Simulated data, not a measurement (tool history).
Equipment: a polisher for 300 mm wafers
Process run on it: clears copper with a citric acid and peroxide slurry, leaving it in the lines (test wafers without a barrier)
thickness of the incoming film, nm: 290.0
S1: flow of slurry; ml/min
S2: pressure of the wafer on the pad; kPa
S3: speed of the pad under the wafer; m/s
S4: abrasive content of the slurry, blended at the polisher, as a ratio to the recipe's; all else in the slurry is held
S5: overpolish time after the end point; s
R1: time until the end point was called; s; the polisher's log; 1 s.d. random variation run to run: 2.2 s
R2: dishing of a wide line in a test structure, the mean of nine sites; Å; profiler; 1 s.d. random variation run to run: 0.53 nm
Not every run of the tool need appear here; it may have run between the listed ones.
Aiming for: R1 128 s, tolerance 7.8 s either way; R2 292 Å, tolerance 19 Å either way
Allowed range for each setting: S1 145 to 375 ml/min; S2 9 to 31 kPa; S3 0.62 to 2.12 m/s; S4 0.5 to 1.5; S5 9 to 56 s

| run | hour | S1 | S2 | S3 | S4 | S5 | R1 | R2 |
|---|---|---|---|---|---|---|---|---|
| 1 | 0 | 240 | 20 | 1.36 | 1 | 29 | 116.31 | 428.01 |
| 2 | 1.3 | 240 | 20 | 1.36 | 1.2 | 29 | 108.09 | 432.46 |
| 3 | 6 | 240 | 19.3 | 1.36 | 1.2 | 28 | 111.5 | 407.06 |
| 4 | 7.8 | 240 | 19.3 | 1.36 | 1.2 | 23 | 111.28 | 360.72 |
| 5 | 11.2 | 240 | 18.6 | 1.36 | 1.2 | 23 | 113.93 | 353.29 |
| 6 | 18.2 | 240 | 18.6 | 1.68 | 1.2 | 23 | 97.142 | 411.09 |
| 7 | 21.2 | 240 | 17.9 | 1.68 | 1.2 | 22 | 97.723 | 382.54 |
| 8 | 24.6 | 240 | 17.2 | 1.68 | 1.2 | 22 | 101.88 | 372.7 |
| 9 | 29.2 | 240 | 16.5 | 1.68 | 1.2 | 22 | 105.21 | 362.51 |
| 10 | 31.6 | 240 | 15.9 | 1.68 | 1.2 | 22 | 110.21 | 349.08 |
| 11 | 37.8 | 240 | 15.2 | 1.68 | 1.2 | 22 | 115.37 | 336.8 |
|  | 40.8 | head pressure recalibrated |
| 12 | 40.8 | 240 | 13.8 | 1.68 | 1.2 | 21 | 138.55 | 284.59 |
| 13 | 48.1 | 240 | 13.8 | 1.68 | 1.2 | 21 | 137.97 | 294.38 |

Next run, 5 choices. One meets every target within its allowed miss, the rest don't. Which?
| A | 55.4 | 215 | 13.8 | 1.62 | 1.15 | 21 | ? | ? |
| B | 55.4 | 225 | 12.4 | 1.76 | 1.1 | 24 | ? | ? |
| C | 55.4 | 185 | 15.9 | 1.7 | 0.95 | 20 | ? | ? |
| D | 55.4 | 255 | 9.7 | 2.04 | 1.5 | 26 | ? | ? |
| E | 55.4 | 265 | 13.1 | 1.58 | 1.15 | 24 | ? | ? |

| move | R1 | R2 |
|---|---|---|
| A | 144.31 | 271.2 |
| B | 149.15 | 290.52 |
| C | 129.12 | 286.58 |
| D | 151.28 | 298.76 |
| E | 151.74 | 287.98 |
A: the biggest miss grows against the last run
B: the biggest miss grows against the last run
C: every result within its allowed miss
D: the biggest miss grows against the last run
E: the biggest miss grows against the last run
Move C is the one to make.
